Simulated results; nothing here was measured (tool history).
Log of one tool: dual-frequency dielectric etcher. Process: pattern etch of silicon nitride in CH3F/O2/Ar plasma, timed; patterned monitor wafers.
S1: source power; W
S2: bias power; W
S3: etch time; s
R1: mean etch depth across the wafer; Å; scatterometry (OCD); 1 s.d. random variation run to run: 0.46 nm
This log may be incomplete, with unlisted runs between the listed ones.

{"run": 1, "hour": 0.0, "S1": 400, "S2": 95, "S3": 76.5, "R1": 566.8}
{"run": 2, "hour": 5.8, "S1": 430, "S2": 95, "S3": 76.5, "R1": 583.35}
{"run": 3, "hour": 12.7, "S1": 430, "S2": 95, "S3": 76.5, "R1": 575.65}
{"run": 4, "hour": 14.4, "S1": 490, "S2": 95, "S3": 76.5, "R1": 597.93}
{"run": 5, "hour": 17.8, "S1": 530, "S2": 95, "S3": 76.5, "R1": 614.5}
{"run": 6, "hour": 23.2, "S1": 560, "S2": 95, "S3": 76.5, "R1": 626.3}

For run 7, what comes out?
{"run": 7, "hour": 23.8, "S1": 560, "S2": 97, "S3": 76.5, "R1": "?"}

R1: 625.11 Å
